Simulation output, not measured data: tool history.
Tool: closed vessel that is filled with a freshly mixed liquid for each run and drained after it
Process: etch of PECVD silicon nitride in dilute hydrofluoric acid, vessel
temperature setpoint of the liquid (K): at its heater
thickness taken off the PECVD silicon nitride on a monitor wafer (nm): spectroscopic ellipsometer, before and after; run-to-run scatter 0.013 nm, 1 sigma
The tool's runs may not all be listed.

run	hour	temperature setpoint of the liquid (K)	parts of water to one part of 49 % hydrofluoric acid (parts by volume)	time in the liquid (s)	thickness taken off the PECVD silicon nitride on a monitor wafer (nm)
1	0.0	298.15	195	310	3.4817
2	3.9	298.15	195	250	2.8116
3	6.9	298.15	245	250	2.2515
4	16.0	298.15	245	250	2.2240
5	22.3	298.15	245	310	2.7751
6	25.1	297.65	245	310	2.6895
7	30.3	297.15	245	310	2.5874

Run 8 comes next. What will it give?
8	36.4	296.65	245	310	?

thickness taken off the PECVD silicon nitride on a monitor wafer (nm): 2.5348

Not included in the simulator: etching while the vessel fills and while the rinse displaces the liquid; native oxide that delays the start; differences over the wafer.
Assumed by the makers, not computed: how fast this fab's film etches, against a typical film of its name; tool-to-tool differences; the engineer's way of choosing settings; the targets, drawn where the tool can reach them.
